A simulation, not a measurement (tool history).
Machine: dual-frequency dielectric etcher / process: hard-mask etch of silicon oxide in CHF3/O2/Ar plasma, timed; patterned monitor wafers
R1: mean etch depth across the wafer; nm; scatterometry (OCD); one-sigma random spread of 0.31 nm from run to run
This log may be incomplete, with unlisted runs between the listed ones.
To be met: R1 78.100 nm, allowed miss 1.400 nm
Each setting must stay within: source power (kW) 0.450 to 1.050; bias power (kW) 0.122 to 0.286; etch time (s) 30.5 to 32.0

Run 1, hour 0.0: source power (kW) 0.750, bias power (kW) 0.204, etch time (s) 30.5. Result: R1 66.830 nm.
Run 2, hour 5.6: source power (kW) 0.800, bias power (kW) 0.207, etch time (s) 30.5. Result: R1 69.113 nm.
Run 3, hour 8.9: source power (kW) 0.750, bias power (kW) 0.207, etch time (s) 30.5. Result: R1 66.663 nm.
Run 4, hour 11.3: source power (kW) 0.750, bias power (kW) 0.207, etch time (s) 30.5. Result: R1 66.378 nm.
Run 5, hour 15.1: source power (kW) 0.750, bias power (kW) 0.231, etch time (s) 30.5. Result: R1 69.519 nm.
At hour 19.0: wet clean of the chamber.
Run 6, hour 19.0: source power (kW) 0.750, bias power (kW) 0.231, etch time (s) 30.5. Result: R1 71.073 nm.
Run 7, hour 21.1: source power (kW) 0.750, bias power (kW) 0.231, etch time (s) 30.5. Result: R1 70.679 nm.
Run 8, hour 23.4: source power (kW) 0.780, bias power (kW) 0.232, etch time (s) 30.5. Result: R1 72.637 nm.
Run 9, hour 26.4: source power (kW) 0.800, bias power (kW) 0.232, etch time (s) 30.5. Result: R1 73.017 nm.
Run 10, hour 29.9: source power (kW) 0.820, bias power (kW) 0.233, etch time (s) 30.5. Result: R1 74.486 nm.
Run 11, hour 33.8: source power (kW) 0.830, bias power (kW) 0.233, etch time (s) 30.5. Result: R1 74.837 nm.
Run 12, hour 42.0: source power (kW) 0.840, bias power (kW) 0.233, etch time (s) 30.5. Result: R1 75.351 nm.
Run 13, hour 42.8: source power (kW) 0.840, bias power (kW) 0.233, etch time (s) 30.5. Result: R1 75.591 nm.
Run 14, hour 44.7: source power (kW) 0.850, bias power (kW) 0.233, etch time (s) 30.5. Result: R1 75.956 nm.
Run 15, hour 53.2: source power (kW) 0.860, bias power (kW) 0.233, etch time (s) 30.5. Result: R1 76.307 nm.

Which of these 5 next moves meets every target?
Run A, hour 61.7: source power (kW) 0.760, bias power (kW) 0.253, etch time (s) 31.0. Result: R1 ?.
Run B, hour 61.7: source power (kW) 1.010, bias power (kW) 0.174, etch time (s) 30.5. Result: R1 ?.
Run C, hour 61.7: source power (kW) 0.860, bias power (kW) 0.214, etch time (s) 30.5. Result: R1 ?.
Run D, hour 61.7: source power (kW) 0.830, bias power (kW) 0.247, etch time (s) 31.0. Result: R1 ?.
Run E, hour 61.7: source power (kW) 0.850, bias power (kW) 0.219, etch time (s) 30.5. Result: R1 ?.

move      R1
   A  74.320
   B  75.445
   C  73.965
   D  77.182
   E  74.045
A: lands further from the targets than the last run did
B: lands further from the targets than the last run did
C: lands further from the targets than the last run did
D: in spec on every target
E: lands further from the targets than the last run did
Correct choice: D, which meets every target
